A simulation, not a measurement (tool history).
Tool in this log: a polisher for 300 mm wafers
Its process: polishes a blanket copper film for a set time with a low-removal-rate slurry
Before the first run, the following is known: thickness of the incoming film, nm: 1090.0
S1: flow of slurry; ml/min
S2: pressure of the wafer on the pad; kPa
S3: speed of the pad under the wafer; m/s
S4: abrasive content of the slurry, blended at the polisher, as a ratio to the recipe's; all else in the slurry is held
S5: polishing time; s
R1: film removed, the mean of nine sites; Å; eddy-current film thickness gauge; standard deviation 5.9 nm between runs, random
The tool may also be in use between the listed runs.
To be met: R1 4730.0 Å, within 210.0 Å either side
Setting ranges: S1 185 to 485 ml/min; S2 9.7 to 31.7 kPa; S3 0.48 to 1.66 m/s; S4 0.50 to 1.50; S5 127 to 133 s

{"run": 1, "hour": 0.0, "S1": 310, "S2": 20.7, "S3": 1.06, "S4": 1.0, "S5": 127, "R1": 3847.8}
{"run": 2, "hour": 3.5, "S1": 275, "S2": 20.7, "S3": 1.06, "S4": 1.0, "S5": 127, "R1": 3847.2}
{"run": 3, "hour": 8.1, "S1": 355, "S2": 20.7, "S3": 1.06, "S4": 1.0, "S5": 127, "R1": 3935.7}
{"run": 4, "hour": 15.4, "S1": 355, "S2": 23.4, "S3": 1.06, "S4": 1.0, "S5": 127, "R1": 4199.7}
{"run": 5, "hour": 23.8, "S1": 355, "S2": 25.5, "S3": 1.06, "S4": 1.0, "S5": 127, "R1": 4439.0}
{"hour": 26.6, "done": "head pressure recalibrated"}
{"run": 6, "hour": 26.6, "S1": 355, "S2": 25.5, "S3": 1.06, "S4": 1.0, "S5": 127, "R1": 4369.2}
{"run": 7, "hour": 29.8, "S1": 355, "S2": 26.2, "S3": 1.06, "S4": 1.0, "S5": 127, "R1": 4350.2}
{"run": 8, "hour": 32.4, "S1": 355, "S2": 26.9, "S3": 1.06, "S4": 1.0, "S5": 127, "R1": 4439.8}

Exercise: of the 5 proposed moves below, exactly one satisfies all targets within the stated allowed misses. Which move is it?
{"run": "A", "hour": 35.0, "S1": 300, "S2": 29.0, "S3": 1.08, "S4": 1.05, "S5": 127, "R1": "?"}
{"run": "B", "hour": 35.0, "S1": 355, "S2": 25.5, "S3": 1.08, "S4": 1.0, "S5": 127, "R1": "?"}
{"run": "C", "hour": 35.0, "S1": 335, "S2": 25.5, "S3": 1.24, "S4": 0.95, "S5": 133, "R1": "?"}
{"run": "D", "hour": 35.0, "S1": 380, "S2": 27.6, "S3": 0.94, "S4": 0.9, "S5": 133, "R1": "?"}
{"run": "E", "hour": 35.0, "S1": 425, "S2": 26.2, "S3": 0.94, "S4": 1.15, "S5": 127, "R1": "?"}

move=A R1=4767.5
move=B R1=4399.4
move=C R1=5191.8
move=D R1=4179.6
move=E R1=4079.0
A: hits every target within its allowed miss
B: moves away from the targets compared with the last run
C: takes the biggest miss from the last run beyond its target
D: moves away from the targets compared with the last run
E: moves away from the targets compared with the last run
Answer: A

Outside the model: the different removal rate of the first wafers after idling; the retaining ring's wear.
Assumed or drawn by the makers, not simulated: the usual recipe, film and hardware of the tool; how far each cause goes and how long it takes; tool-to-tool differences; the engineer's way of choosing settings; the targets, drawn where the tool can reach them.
